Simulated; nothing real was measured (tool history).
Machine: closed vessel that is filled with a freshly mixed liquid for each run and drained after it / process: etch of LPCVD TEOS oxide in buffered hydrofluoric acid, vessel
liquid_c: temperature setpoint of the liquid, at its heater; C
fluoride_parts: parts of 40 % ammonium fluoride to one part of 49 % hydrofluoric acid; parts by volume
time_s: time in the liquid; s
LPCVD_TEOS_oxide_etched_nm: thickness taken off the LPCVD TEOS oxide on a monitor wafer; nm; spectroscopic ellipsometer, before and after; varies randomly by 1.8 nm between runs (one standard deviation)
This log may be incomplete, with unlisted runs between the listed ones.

run  hour  liquid_c  fluoride_parts  time_s  LPCVD_TEOS_oxide_etched_nm
  1   0.0      23.0            19.5      90                      116.46
  2   2.8      21.0            19.5      90                      103.58
  3   9.6      23.0            19.0      90                      118.86
  4  17.1      23.0            19.0      95                      125.82
  5  18.4      21.5            19.0      95                      114.43
  6  26.8      23.0            19.0      95                      125.64
  7  29.0      24.5            19.0      95                      136.53

Run 8 comes next. What will it give?
  8  35.0      24.5            19.0      95                           ?

{"run 8": {"LPCVD_TEOS_oxide_etched_nm": 136.07}}

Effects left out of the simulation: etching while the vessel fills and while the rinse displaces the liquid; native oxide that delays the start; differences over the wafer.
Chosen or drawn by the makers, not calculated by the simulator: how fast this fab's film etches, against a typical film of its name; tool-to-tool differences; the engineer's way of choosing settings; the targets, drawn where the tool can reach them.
